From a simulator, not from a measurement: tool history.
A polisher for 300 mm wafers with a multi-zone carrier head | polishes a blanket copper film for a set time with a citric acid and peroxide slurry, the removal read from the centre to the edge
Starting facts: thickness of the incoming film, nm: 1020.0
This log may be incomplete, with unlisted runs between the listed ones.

run	hour	flow of slurry (ml/min)	pressure of the head's centre zone	pressure of the head's middle zone	pressure of the head's edge zone	abrasive content of the slurry	polishing time (s)	film removed at the wafer's centre (nm)	film removed at mid-radius (nm)	film removed at the wafer's edge (nm)
1	0	300	1	1	1	1	51	214.61	216.51	212.8
2	7.3	300	0.99	1	0.98	0.95	51	210.92	212.23	205.43
3	15.1	300	0.99	1	0.98	0.95	39	163.1	164.04	156.95
4	16.3	305	0.98	1.01	0.99	0.95	39	159.17	165.37	158.62
5	19.5	305	0.98	1.01	0.93	0.95	39	158.72	165.17	152.14
6	25.3	305	0.98	0.93	0.93	0.95	39	159.66	153.86	152.16
7	34.1	310	0.98	0.95	0.94	0.95	39	159.47	156.54	153.45

Run 8, settings as shown, results not yet in. Your forecast:
8	34.7	315	0.98	0.97	0.95	0.95	39	?	?	?

{"run 8": {"film removed at the wafer's centre (nm)": 163, "film removed at mid-radius (nm)": 160.15, "film removed at the wafer's edge (nm)": 155.14}}

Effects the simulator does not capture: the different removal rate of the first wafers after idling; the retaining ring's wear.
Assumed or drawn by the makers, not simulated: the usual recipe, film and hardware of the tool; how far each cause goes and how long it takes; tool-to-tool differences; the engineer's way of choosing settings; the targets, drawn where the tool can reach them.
